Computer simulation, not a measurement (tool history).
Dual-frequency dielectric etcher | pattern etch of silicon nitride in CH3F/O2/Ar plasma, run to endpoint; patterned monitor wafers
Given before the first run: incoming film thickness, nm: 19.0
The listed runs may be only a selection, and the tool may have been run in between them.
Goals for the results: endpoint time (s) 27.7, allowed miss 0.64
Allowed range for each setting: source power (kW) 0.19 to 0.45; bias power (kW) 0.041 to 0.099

run	day	source power (kW)	bias power (kW)	endpoint time (s)
1	0	0.32	0.07	32.305
2	0.071	0.36	0.07	31.099
3	0.433	0.37	0.071	30.767
4	0.733	0.37	0.06	33.142
5	1.058	0.38	0.062	32.312
6	1.183	0.38	0.056	33.875
7	1.554	0.39	0.059	32.698
8	1.592	0.4	0.061	32.134
9	1.721	0.41	0.063	31.025
10	2	0.41	0.064	30.924
11	2.046	0.41	0.065	30.78

4 candidate next runs follow, results not yet known. Just one meets every target within its allowed miss. Identify it.
A	2.092	0.44	0.076	?
B	2.092	0.45	0.081	?
C	2.092	0.4	0.075	?
D	2.092	0.45	0.086	?

move	endpoint time (s)
A	27.907
B	26.869
C	29.09
D	26.135
A: all results land within tolerance of their targets
B: the result that was furthest off in the last run now lies on the other side of its target
C: moves toward the targets from the last run without getting all of them in spec
D: the result that was furthest off in the last run now lies on the other side of its target
The move that meets every target is A.

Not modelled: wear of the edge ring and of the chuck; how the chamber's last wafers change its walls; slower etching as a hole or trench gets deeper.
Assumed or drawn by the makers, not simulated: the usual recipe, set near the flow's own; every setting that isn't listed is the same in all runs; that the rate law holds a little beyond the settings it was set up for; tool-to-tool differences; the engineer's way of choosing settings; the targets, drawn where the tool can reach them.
